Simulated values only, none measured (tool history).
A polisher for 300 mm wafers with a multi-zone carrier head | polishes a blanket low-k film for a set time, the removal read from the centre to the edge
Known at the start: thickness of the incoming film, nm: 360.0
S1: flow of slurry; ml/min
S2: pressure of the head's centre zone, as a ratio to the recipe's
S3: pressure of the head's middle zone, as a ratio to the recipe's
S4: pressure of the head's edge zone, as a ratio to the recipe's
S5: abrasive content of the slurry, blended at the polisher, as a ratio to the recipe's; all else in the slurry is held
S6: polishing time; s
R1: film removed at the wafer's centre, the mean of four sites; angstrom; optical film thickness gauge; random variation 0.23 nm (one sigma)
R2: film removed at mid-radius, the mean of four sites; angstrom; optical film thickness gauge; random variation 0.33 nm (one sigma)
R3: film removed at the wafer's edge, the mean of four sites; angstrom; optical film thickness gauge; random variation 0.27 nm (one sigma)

Run 1, hour 0: S1 160 ml/min, S2 1, S3 1, S4 1, S5 1, S6 43 s. Result: R1 282.76 angstrom, R2 302.7 angstrom, R3 300.1 angstrom.
Run 2, hour 1.4: S1 155 ml/min, S2 0.98, S3 0.97, S4 0.99, S5 0.95, S6 43 s. Result: R1 273.6 angstrom, R2 286.04 angstrom, R3 294.18 angstrom.
Run 3, hour 2.7: S1 155 ml/min, S2 1.03, S3 0.97, S4 0.99, S5 0.95, S6 43 s. Result: R1 286.91 angstrom, R2 285.46 angstrom, R3 290.12 angstrom.
Run 4, hour 5.7: S1 150 ml/min, S2 1, S3 0.96, S4 0.98, S5 0.9, S6 43 s. Result: R1 277.21 angstrom, R2 269.38 angstrom, R3 283.1 angstrom.
Run 5, hour 10.4: S1 150 ml/min, S2 1.05, S3 0.96, S4 0.98, S5 0.9, S6 43 s. Result: R1 285.44 angstrom, R2 274.26 angstrom, R3 284.81 angstrom.
Run 6, hour 17.5: S1 150 ml/min, S2 1.05, S3 1.01, S4 0.98, S5 0.9, S6 43 s. Result: R1 286.81 angstrom, R2 293.1 angstrom, R3 281.7 angstrom.
Run 7, hour 25.5: S1 145 ml/min, S2 1.01, S3 1, S4 0.98, S5 0.85, S6 43 s. Result: R1 269.39 angstrom, R2 276.35 angstrom, R3 273.59 angstrom.
Run 8, hour 30.7: S1 140 ml/min, S2 0.98, S3 0.99, S4 0.98, S5 0.8, S6 43 s. Result: R1 253.47 angstrom, R2 271.45 angstrom, R3 271.19 angstrom.
Run 9, hour 32.4: S1 135 ml/min, S2 0.96, S3 0.97, S4 0.97, S5 0.75, S6 43 s. Result: R1 250.14 angstrom, R2 259.03 angstrom, R3 263.08 angstrom.
Run 10, hour 38.3: S1 130 ml/min, S2 0.94, S3 0.96, S4 0.97, S5 0.7, S6 43 s. Result: R1 238 angstrom, R2 255.7 angstrom, R3 254.76 angstrom.
Run 11, hour 39.9: S1 130 ml/min, S2 0.93, S3 0.94, S4 0.98, S5 0.7, S6 43 s. Result: R1 234.75 angstrom, R2 248.66 angstrom, R3 259.2 angstrom.
Run 12, hour 47.6: S1 130 ml/min, S2 0.92, S3 0.93, S4 0.98, S5 0.7, S6 43 s. Result: R1 231.17 angstrom, R2 241.45 angstrom, R3 261.92 angstrom.
Run 13, hour 53.2: S1 130 ml/min, S2 0.91, S3 0.93, S4 0.98, S5 0.7, S6 43 s. Result: R1 229.56 angstrom, R2 237.89 angstrom, R3 258.59 angstrom.
Run 14, hour 55.6: S1 130 ml/min, S2 0.9, S3 0.93, S4 0.98, S5 0.7, S6 43 s. Result: R1 229.4 angstrom, R2 243.32 angstrom, R3 258.44 angstrom.
Run 15, hour 63.6: S1 130 ml/min, S2 0.9, S3 0.93, S4 0.98, S5 0.7, S6 43 s. Result: R1 225.38 angstrom, R2 240.16 angstrom, R3 261.44 angstrom.
Run 16, hour 72.1: S1 130 ml/min, S2 0.9, S3 0.93, S4 0.97, S5 0.7, S6 43 s. Result: R1 224.07 angstrom, R2 247.97 angstrom, R3 257.74 angstrom.

The next listed run, before its measurement:
Run 17, hour 75.1: S1 130 ml/min, S2 0.9, S3 0.93, S4 0.97, S5 0.7, S6 43 s. Result: R1 ?, R2 ?, R3 ?.

{"run 17": {"R1": 223.4, "R2": 240.65, "R3": 258.49}}
